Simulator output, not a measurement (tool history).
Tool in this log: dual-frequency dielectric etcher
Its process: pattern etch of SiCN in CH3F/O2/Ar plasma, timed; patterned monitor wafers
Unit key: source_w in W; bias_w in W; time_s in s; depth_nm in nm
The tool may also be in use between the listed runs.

run,hour,source_w,bias_w,time_s,depth_nm
1,0.0,310,75,142,50.354
2,3.1,310,75,142,50.453
3,11.8,310,65,142,48.052
4,12.9,310,56,142,45.914
5,20.6,330,59,142,48.071
6,29.3,290,59,142,45.172

Run 7 comes next. What will it give?
7,37.1,310,60,142,?

Run 7 produced depth_nm 46.866 nm.
